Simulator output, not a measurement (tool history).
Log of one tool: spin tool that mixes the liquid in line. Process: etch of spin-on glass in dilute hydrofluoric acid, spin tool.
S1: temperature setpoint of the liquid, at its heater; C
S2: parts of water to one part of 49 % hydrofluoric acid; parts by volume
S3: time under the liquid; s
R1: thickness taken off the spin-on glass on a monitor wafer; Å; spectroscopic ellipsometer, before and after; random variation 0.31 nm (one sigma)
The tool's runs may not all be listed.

run 1 hour=0.0 | S1=24.0 S2=230 S3=90 | R1=127.96
run 2 hour=1.7 | S1=26.5 S2=230 S3=90 | R1=136.44
run 3 hour=3.1 | S1=26.5 S2=230 S3=90 | R1=136.82
run 4 hour=6.9 | S1=28.0 S2=185 S3=90 | R1=188.12
run 5 hour=13.3 | S1=27.0 S2=185 S3=90 | R1=186.30
run 6 hour=16.9 | S1=27.0 S2=185 S3=65 | R1=133.87
run 7 hour=25.2 | S1=28.5 S2=140 S3=65 | R1=197.04

Forecast run 8:
run 8 hour=27.6 | S1=29.5 S2=115 S3=65 | R1=?

R1: 253.11 Å
